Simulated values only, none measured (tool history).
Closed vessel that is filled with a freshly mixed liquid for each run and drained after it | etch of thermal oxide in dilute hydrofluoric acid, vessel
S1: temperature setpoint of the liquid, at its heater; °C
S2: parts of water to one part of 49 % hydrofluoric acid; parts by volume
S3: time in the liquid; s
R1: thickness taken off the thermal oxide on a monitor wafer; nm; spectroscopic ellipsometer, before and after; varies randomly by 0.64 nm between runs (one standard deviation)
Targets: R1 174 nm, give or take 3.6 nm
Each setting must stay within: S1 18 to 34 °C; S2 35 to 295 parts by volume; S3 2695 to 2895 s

{"run": 1, "day": 0.0, "S1": 26, "S2": 165, "S3": 2695, "R1": 85.444}
{"run": 2, "day": 0.329, "S1": 28.5, "S2": 165, "S3": 2695, "R1": 93.299}
{"run": 3, "day": 0.646, "S1": 28.5, "S2": 165, "S3": 2695, "R1": 92.769}
{"run": 4, "day": 0.879, "S1": 29.5, "S2": 155, "S3": 2695, "R1": 103.66}
{"run": 5, "day": 1.108, "S1": 30, "S2": 145, "S3": 2695, "R1": 115.54}
{"run": 6, "day": 1.271, "S1": 30.5, "S2": 140, "S3": 2695, "R1": 121.36}
{"day": 1.421, "done": "thermometer replaced"}
{"run": 7, "day": 1.421, "S1": 31, "S2": 135, "S3": 2695, "R1": 119.38}
{"run": 8, "day": 1.783, "S1": 33.5, "S2": 70, "S3": 2700, "R1": 278.69}
{"run": 9, "day": 1.95, "S1": 31.5, "S2": 70, "S3": 2700, "R1": 258.64}
{"run": 10, "day": 2.3, "S1": 29.5, "S2": 70, "S3": 2700, "R1": 239.5}
{"run": 11, "day": 2.588, "S1": 25.5, "S2": 75, "S3": 2700, "R1": 187.77}
{"run": 12, "day": 2.888, "S1": 25, "S2": 75, "S3": 2700, "R1": 185.74}
{"run": 13, "day": 3.158, "S1": 24.5, "S2": 75, "S3": 2700, "R1": 182.31}
{"run": 14, "day": 3.429, "S1": 24, "S2": 75, "S3": 2700, "R1": 178.19}

Which single option among these 5 for the next run brings every result within its allowed miss of target? Just one does.
{"run": "A", "day": 3.7, "S1": 25.5, "S2": 80, "S3": 2850, "R1": "?"}
{"run": "B", "day": 3.7, "S1": 26.5, "S2": 85, "S3": 2835, "R1": "?"}
{"run": "C", "day": 3.7, "S1": 25.5, "S2": 80, "S3": 2810, "R1": "?"}
{"run": "D", "day": 3.7, "S1": 21.5, "S2": 70, "S3": 2730, "R1": "?"}
{"run": "E", "day": 3.7, "S1": 19.5, "S2": 65, "S3": 2870, "R1": "?"}

move=A R1=186.88
move=B R1=180.8
move=C R1=184.26
move=D R1=176.17
move=E R1=184.55
A: its largest miss is bigger than the last run's
B: its largest miss is bigger than the last run's
C: its largest miss is bigger than the last run's
D: each result inside its tolerance
E: its largest miss is bigger than the last run's
Answer: D
